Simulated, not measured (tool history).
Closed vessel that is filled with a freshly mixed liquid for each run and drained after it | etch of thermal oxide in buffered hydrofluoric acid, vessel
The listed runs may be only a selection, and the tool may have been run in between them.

| run | hour | temperature setpoint of the liquid (°C) | parts of 40 % ammonium fluoride to one part of 49 % hydrofluoric acid (parts by volume) | time in the liquid (s) | thickness taken off the thermal oxide on a monitor wafer (angstrom) |
|---|---|---|---|---|---|
| 1 | 0.0 | 21.0 | 12.0 | 85 | 730.72 |
| 2 | 6.8 | 17.5 | 12.0 | 85 | 593.37 |
| 3 | 13.9 | 17.5 | 15.0 | 85 | 478.57 |
| 4 | 20.5 | 17.5 | 15.0 | 85 | 475.67 |
| 5 | 24.8 | 20.0 | 14.5 | 85 | 564.59 |
| 6 | 29.2 | 20.0 | 17.5 | 85 | 470.36 |
| 7 | 37.9 | 22.0 | 16.5 | 85 | 555.45 |
| 8 | 42.0 | 23.5 | 15.5 | 85 | 643.95 |
| 9 | 45.6 | 24.5 | 15.0 | 85 | 698.51 |
| 10 | 48.4 | 25.5 | 14.5 | 85 | 774.24 |
| 11 | 55.9 | 26.5 | 14.0 | 85 | 836.16 |
| 12 | 62.5 | 27.0 | 13.5 | 85 | 900.30 |

Run 13, settings as shown, results not yet in. Your forecast:
| 13 | 66.1 | 27.5 | 13.5 | 85 | ? |

{"run 13": {"thickness taken off the thermal oxide on a monitor wafer (angstrom)": 912.27}}
